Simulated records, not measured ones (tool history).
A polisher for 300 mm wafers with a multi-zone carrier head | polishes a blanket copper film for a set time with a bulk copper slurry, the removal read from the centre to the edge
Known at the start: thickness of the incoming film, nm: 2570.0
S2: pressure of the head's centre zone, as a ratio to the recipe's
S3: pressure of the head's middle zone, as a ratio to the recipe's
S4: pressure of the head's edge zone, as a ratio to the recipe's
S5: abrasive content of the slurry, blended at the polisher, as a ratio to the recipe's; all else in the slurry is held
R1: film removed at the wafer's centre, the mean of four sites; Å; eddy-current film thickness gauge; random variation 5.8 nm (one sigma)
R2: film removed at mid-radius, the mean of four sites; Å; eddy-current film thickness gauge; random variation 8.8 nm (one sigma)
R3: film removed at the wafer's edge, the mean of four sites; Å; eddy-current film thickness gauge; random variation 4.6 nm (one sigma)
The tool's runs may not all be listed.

Run 1, hour 0.0: flow of slurry (ml/min) 315, S2 1.00, S3 1.00, S4 1.00, S5 1.00, polishing time (s) 71. Result: R1 5314.1 Å, R2 5285.5 Å, R3 5349.7 Å.
Run 2, hour 8.0: flow of slurry (ml/min) 325, S2 1.02, S3 1.04, S4 1.03, S5 1.05, polishing time (s) 71. Result: R1 5525.9 Å, R2 5489.0 Å, R3 5460.0 Å.
Run 3, hour 9.7: flow of slurry (ml/min) 325, S2 1.06, S3 1.04, S4 1.03, S5 1.05, polishing time (s) 71. Result: R1 5625.4 Å, R2 5535.2 Å, R3 5563.4 Å.
Run 4, hour 16.7: flow of slurry (ml/min) 335, S2 1.08, S3 1.07, S4 1.04, S5 1.10, polishing time (s) 71. Result: R1 5973.0 Å, R2 5642.6 Å, R3 5567.5 Å.
Run 5, hour 20.2: flow of slurry (ml/min) 335, S2 1.08, S3 1.07, S4 0.96, S5 1.10, polishing time (s) 71. Result: R1 5830.7 Å, R2 5608.4 Å, R3 5368.5 Å.
Run 6, hour 29.2: flow of slurry (ml/min) 335, S2 1.08, S3 1.09, S4 0.98, S5 1.20, polishing time (s) 72. Result: R1 6055.1 Å, R2 5859.0 Å, R3 5555.2 Å.
Run 7, hour 31.9: flow of slurry (ml/min) 340, S2 1.08, S3 1.11, S4 1.00, S5 1.25, polishing time (s) 73. Result: R1 6213.3 Å, R2 6075.2 Å, R3 5795.5 Å.

The next listed run, before its measurement:
Run 8, hour 35.8: flow of slurry (ml/min) 380, S2 1.10, S3 1.19, S4 1.03, S5 1.45, polishing time (s) 74. Result: R1 ?, R2 ?, R3 ?.

Run 8 gave R1 6733.8 Å, R2 7025.8 Å, R3 6126.5 Å.

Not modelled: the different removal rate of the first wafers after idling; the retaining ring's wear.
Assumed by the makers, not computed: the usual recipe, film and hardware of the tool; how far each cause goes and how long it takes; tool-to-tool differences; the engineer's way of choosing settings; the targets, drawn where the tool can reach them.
